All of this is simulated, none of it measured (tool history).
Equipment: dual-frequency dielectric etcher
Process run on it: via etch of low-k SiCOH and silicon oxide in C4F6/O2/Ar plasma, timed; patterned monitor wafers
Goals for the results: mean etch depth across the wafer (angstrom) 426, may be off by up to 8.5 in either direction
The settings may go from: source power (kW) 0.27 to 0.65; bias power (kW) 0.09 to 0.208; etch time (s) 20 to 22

run	day	source power (kW)	bias power (kW)	etch time (s)	mean etch depth across the wafer (angstrom)
1	0	0.46	0.149	22	511.43
2	0.154	0.5	0.149	22	530.52
3	0.438	0.57	0.149	22	559.21
4	0.792	0.57	0.149	22	562.88
5	0.858	0.49	0.141	22	518.49
6	0.954	0.49	0.12	22	501.81
7	1.121	0.44	0.116	22	471.64
# day 1.217: source power generator calibrated
8	1.217	0.41	0.114	22	450.12

Exercise: of the 4 proposed moves below, exactly one satisfies all targets within the stated allowed misses. Which move is it?
A	1.312	0.44	0.091	20.5	?
B	1.312	0.37	0.093	22	?
C	1.312	0.43	0.096	20.5	?
D	1.312	0.47	0.104	20	?

move	mean etch depth across the wafer (angstrom)
A	407.47
B	407.33
C	408.45
D	422.12
A: moves the result that the last run missed by most past its target, out the other side
B: moves the result that the last run missed by most past its target, out the other side
C: moves the result that the last run missed by most past its target, out the other side
D: all results land within tolerance of their targets
Answer: D

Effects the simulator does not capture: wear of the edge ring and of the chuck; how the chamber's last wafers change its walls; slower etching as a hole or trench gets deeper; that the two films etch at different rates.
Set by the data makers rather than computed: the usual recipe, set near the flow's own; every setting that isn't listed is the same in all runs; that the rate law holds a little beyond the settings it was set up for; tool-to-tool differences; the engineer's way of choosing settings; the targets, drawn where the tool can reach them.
